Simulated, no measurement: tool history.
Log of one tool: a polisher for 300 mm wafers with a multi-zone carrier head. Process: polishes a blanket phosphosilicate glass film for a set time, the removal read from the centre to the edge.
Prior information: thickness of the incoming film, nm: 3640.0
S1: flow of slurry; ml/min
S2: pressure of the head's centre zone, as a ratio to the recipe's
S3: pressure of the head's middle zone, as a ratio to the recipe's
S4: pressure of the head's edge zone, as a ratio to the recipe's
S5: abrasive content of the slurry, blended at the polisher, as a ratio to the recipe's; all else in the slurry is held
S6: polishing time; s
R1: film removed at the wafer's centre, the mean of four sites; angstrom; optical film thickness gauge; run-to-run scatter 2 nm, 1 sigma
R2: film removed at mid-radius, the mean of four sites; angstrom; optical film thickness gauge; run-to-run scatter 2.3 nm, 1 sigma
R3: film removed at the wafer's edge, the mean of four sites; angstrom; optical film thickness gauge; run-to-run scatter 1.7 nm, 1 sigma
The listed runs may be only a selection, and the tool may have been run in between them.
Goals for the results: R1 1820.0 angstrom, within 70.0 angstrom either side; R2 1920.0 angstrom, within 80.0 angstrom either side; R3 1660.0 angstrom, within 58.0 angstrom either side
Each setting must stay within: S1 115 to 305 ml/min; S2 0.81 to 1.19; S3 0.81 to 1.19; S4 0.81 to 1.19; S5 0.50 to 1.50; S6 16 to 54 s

run,day,S1,S2,S3,S4,S5,S6,R1,R2,R3
1,0.000,195,1.00,1.00,1.00,1.00,35,1543.7,1500.1,1494.8
2,0.371,195,1.06,1.00,1.00,1.00,35,1616.2,1512.0,1509.0
3,0.658,195,1.06,1.00,0.91,1.00,35,1637.9,1493.5,1428.8
4,0.888,195,0.99,1.00,0.91,1.00,35,1542.9,1516.1,1414.4
5,1.188,195,0.99,1.00,0.84,1.00,35,1484.3,1500.4,1390.8
6,1.471,205,1.00,1.04,0.88,1.05,35,1569.7,1594.8,1428.7
7,1.621,210,1.01,1.07,0.92,1.10,35,1636.1,1687.3,1552.0
8,1.883,225,1.03,1.10,0.91,1.10,35,1672.9,1761.2,1524.4
9,2.038,230,1.04,1.11,0.93,1.10,35,1697.9,1742.6,1560.2
10,2.100,235,1.05,1.13,0.93,1.10,35,1719.9,1820.5,1565.3
11,2.121,235,1.05,1.13,0.93,1.10,35,1717.1,1786.2,1552.1

Which one of the following 4 next-run settings gets every result inside its allowed miss? There is exactly one.
A,2.142,245,1.03,0.97,0.95,1.15,37,?,?,?
B,2.142,235,1.19,1.19,0.81,1.15,34,?,?,?
C,2.142,260,1.19,0.96,0.87,1.00,35,?,?,?
D,2.142,165,1.05,1.13,0.91,1.05,40,?,?,?

move,R1,R2,R3
A,1814.7,1702.2,1728.1
B,1907.5,1851.2,1467.0
C,1865.4,1507.5,1481.1
D,1790.3,1889.1,1674.4
A: the result that was furthest off in the last run now lies on the other side of its target
B: misses by more than the last run did
C: misses by more than the last run did
D: all results in spec
Go with D: it meets all targets.
